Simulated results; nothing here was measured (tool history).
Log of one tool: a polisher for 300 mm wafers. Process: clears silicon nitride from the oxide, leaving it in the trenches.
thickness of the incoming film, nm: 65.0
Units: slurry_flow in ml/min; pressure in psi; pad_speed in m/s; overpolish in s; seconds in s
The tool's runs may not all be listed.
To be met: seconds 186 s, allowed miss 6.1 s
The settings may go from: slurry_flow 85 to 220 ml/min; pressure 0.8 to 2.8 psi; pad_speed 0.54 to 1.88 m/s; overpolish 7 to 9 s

run  hour  slurry_flow  pressure  pad_speed  overpolish  seconds
  1     0          140       1.8        1.2           9   100.26
  2     9          140       1.8          1           9   122.35
  3  10.1          135       1.6          1           9   135.45
  4  16.4          160       1.6          1           9    131.2
  5    20          160       1.3          1           9   161.92
  6  27.9          160       1.6          1           9    134.8
  7  36.6          160       1.5          1           9   141.85
  8  40.3          155       1.4          1           9   150.82
  9  47.7          155       1.3          1           9   163.91
 10  54.3          150       1.3          1           9   164.16
 11  60.2          130       1.1          1           9   197.37

5 next moves are on the table. One of them brings every result within its allowed miss. Which?
  A  66.1          125       1.2       1.06           8        ?
  B  66.1          170         1       1.18           9        ?
  C  66.1          130       1.1       1.06           9        ?
  D  66.1          150       1.4       0.76           9        ?
  E  66.1          120       0.8       1.34           7        ?

move  seconds
   A   175.44
   B   178.64
   C   189.23
   D    201.7
   E   206.73
A: takes the result that was furthest off past its target
B: takes the result that was furthest off past its target
C: meets every target
D: further off than the last run
E: further off than the last run
Answer: C

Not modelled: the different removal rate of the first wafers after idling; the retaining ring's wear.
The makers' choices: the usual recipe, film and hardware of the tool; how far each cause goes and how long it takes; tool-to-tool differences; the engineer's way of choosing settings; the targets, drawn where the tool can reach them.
